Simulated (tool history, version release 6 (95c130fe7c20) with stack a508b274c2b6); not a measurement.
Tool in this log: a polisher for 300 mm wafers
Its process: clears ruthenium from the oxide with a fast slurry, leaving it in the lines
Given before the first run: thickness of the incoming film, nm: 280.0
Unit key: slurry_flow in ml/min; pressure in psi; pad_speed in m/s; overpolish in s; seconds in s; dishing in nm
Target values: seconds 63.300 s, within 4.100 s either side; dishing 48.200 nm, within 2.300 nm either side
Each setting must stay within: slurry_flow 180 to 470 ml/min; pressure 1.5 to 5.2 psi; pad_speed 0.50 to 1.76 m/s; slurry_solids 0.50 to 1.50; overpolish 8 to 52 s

{"run": 1, "day": 0.0, "slurry_flow": 300, "pressure": 3.3, "pad_speed": 1.12, "slurry_solids": 1.0, "overpolish": 26, "seconds": 44.505, "dishing": 71.695}
{"run": 2, "day": 0.225, "slurry_flow": 300, "pressure": 3.1, "pad_speed": 1.12, "slurry_solids": 1.0, "overpolish": 24, "seconds": 48.27, "dishing": 64.428}
{"run": 3, "day": 0.588, "slurry_flow": 300, "pressure": 2.9, "pad_speed": 1.12, "slurry_solids": 1.0, "overpolish": 23, "seconds": 50.397, "dishing": 61.191}
{"run": 4, "day": 0.712, "slurry_flow": 250, "pressure": 2.9, "pad_speed": 1.12, "slurry_solids": 1.0, "overpolish": 23, "seconds": 51.857, "dishing": 59.562}
{"run": 5, "day": 0.996, "slurry_flow": 250, "pressure": 2.9, "pad_speed": 1.12, "slurry_solids": 0.85, "overpolish": 23, "seconds": 53.792, "dishing": 59.278}
{"run": 6, "day": 1.021, "slurry_flow": 205, "pressure": 2.9, "pad_speed": 1.12, "slurry_solids": 0.85, "overpolish": 23, "seconds": 54.948, "dishing": 56.808}
{"run": 7, "day": 1.317, "slurry_flow": 205, "pressure": 2.8, "pad_speed": 1.12, "slurry_solids": 0.85, "overpolish": 22, "seconds": 57.395, "dishing": 54.76}
{"run": 8, "day": 1.583, "slurry_flow": 205, "pressure": 2.7, "pad_speed": 1.12, "slurry_solids": 0.85, "overpolish": 21, "seconds": 58.831, "dishing": 51.222}
{"run": 9, "day": 1.829, "slurry_flow": 205, "pressure": 2.6, "pad_speed": 1.12, "slurry_solids": 0.85, "overpolish": 21, "seconds": 60.539, "dishing": 51.625}

Which single option among these 5 for the next run brings every result within its allowed miss of target? Just one does.
{"run": "A", "day": 2.075, "slurry_flow": 180, "pressure": 3.2, "pad_speed": 0.84, "slurry_solids": 0.75, "overpolish": 26, "seconds": "?", "dishing": "?"}
{"run": "B", "day": 2.075, "slurry_flow": 220, "pressure": 2.4, "pad_speed": 1.26, "slurry_solids": 1.0, "overpolish": 22, "seconds": "?", "dishing": "?"}
{"run": "C", "day": 2.075, "slurry_flow": 230, "pressure": 2.6, "pad_speed": 1.08, "slurry_solids": 0.9, "overpolish": 20, "seconds": "?", "dishing": "?"}
{"run": "D", "day": 2.075, "slurry_flow": 310, "pressure": 3.0, "pad_speed": 1.0, "slurry_solids": 0.75, "overpolish": 23, "seconds": "?", "dishing": "?"}
{"run": "E", "day": 2.075, "slurry_flow": 185, "pressure": 3.3, "pad_speed": 0.98, "slurry_solids": 0.8, "overpolish": 21, "seconds": "?", "dishing": "?"}

move=A seconds=68.352 dishing=53.872
move=B seconds=55.854 dishing=55.165
move=C seconds=61.469 dishing=48.250
move=D seconds=59.453 dishing=54.496
move=E seconds=56.346 dishing=53.121
A: further off than the last run
B: further off than the last run
C: in spec on every target
D: further off than the last run
E: further off than the last run
Go with C: it meets all targets.
